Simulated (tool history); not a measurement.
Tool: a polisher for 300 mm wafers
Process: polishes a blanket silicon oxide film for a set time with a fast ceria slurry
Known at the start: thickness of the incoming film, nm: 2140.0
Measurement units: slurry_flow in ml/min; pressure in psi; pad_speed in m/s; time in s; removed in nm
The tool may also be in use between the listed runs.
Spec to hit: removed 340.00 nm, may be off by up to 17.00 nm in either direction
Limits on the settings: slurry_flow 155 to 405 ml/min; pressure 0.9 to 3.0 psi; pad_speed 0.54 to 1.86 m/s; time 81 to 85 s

Run 1, hour 0.0: slurry_flow 260 ml/min, pressure 1.9 psi, pad_speed 1.18 m/s, time 81 s. Result: removed 969.91 nm.
Run 2, hour 4.5: slurry_flow 285 ml/min, pressure 1.9 psi, pad_speed 1.18 m/s, time 81 s. Result: removed 950.89 nm.
Run 3, hour 9.9: slurry_flow 285 ml/min, pressure 1.9 psi, pad_speed 1.06 m/s, time 81 s. Result: removed 853.55 nm.
Run 4, hour 16.5: slurry_flow 325 ml/min, pressure 1.9 psi, pad_speed 1.06 m/s, time 81 s. Result: removed 871.09 nm.
Run 5, hour 18.8: slurry_flow 325 ml/min, pressure 1.7 psi, pad_speed 0.98 m/s, time 81 s. Result: removed 725.36 nm.
Run 6, hour 20.2: slurry_flow 325 ml/min, pressure 1.7 psi, pad_speed 0.98 m/s, time 85 s. Result: removed 757.45 nm.
Run 7, hour 26.2: slurry_flow 325 ml/min, pressure 1.6 psi, pad_speed 0.92 m/s, time 85 s. Result: removed 691.02 nm.
Run 8, hour 27.3: slurry_flow 325 ml/min, pressure 1.5 psi, pad_speed 0.86 m/s, time 85 s. Result: removed 610.01 nm.
Run 9, hour 35.8: slurry_flow 325 ml/min, pressure 1.4 psi, pad_speed 0.82 m/s, time 85 s. Result: removed 564.34 nm.

Consider the 5 candidate settings below. Which is the only one whose results all fall within their allowed miss of target?
Run A, hour 44.3: slurry_flow 305 ml/min, pressure 2.0 psi, pad_speed 0.92 m/s, time 85 s. Result: removed ?.
Run B, hour 44.3: slurry_flow 295 ml/min, pressure 0.9 psi, pad_speed 0.64 m/s, time 81 s. Result: removed ?.
Run C, hour 44.3: slurry_flow 365 ml/min, pressure 0.9 psi, pad_speed 0.66 m/s, time 81 s. Result: removed ?.
Run D, hour 44.3: slurry_flow 330 ml/min, pressure 1.1 psi, pad_speed 0.62 m/s, time 81 s. Result: removed ?.
Run E, hour 44.3: slurry_flow 320 ml/min, pressure 1.1 psi, pad_speed 0.58 m/s, time 81 s. Result: removed ?.

move  removed
   A   805.48
   B   284.86
   C   297.76
   D   324.39
   E   303.95
A: misses by more than the last run did
B: moves the result that the last run missed by most past its target, out the other side
C: moves the result that the last run missed by most past its target, out the other side
D: hits every target within its allowed miss
E: moves the result that the last run missed by most past its target, out the other side
So the answer is move D, the one that meets all the targets.
